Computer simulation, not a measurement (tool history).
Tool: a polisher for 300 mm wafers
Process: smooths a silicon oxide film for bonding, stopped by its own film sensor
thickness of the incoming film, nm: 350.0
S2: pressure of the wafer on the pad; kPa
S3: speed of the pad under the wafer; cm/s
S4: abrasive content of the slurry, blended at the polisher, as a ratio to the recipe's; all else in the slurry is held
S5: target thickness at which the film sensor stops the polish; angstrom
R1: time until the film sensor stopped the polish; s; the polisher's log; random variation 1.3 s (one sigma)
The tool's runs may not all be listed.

run 1 day=0 | flow_of_slurry_(ml/min)=295 S2=9 S3=80 S4=1 S5=3040 | R1=109.25
run 2 day=0.333 | flow_of_slurry_(ml/min)=295 S2=9.7 S3=82 S4=1 S5=3040 | R1=103.04
run 3 day=0.521 | flow_of_slurry_(ml/min)=295 S2=9.7 S3=82 S4=1 S5=3040 | R1=100.35
run 4 day=0.65 | flow_of_slurry_(ml/min)=295 S2=7.6 S3=82 S4=1 S5=3040 | R1=125.92
run 5 day=0.85 | flow_of_slurry_(ml/min)=295 S2=7.6 S3=96 S4=1 S5=3040 | R1=113.37
run 6 day=1.062 | flow_of_slurry_(ml/min)=295 S2=8.3 S3=98 S4=1 S5=3040 | R1=103.33

The next listed run, before its measurement:
run 7 day=1.354 | flow_of_slurry_(ml/min)=295 S2=9 S3=100 S4=1 S5=3040 | R1=?

{"run 7": {"R1": 94.866}}
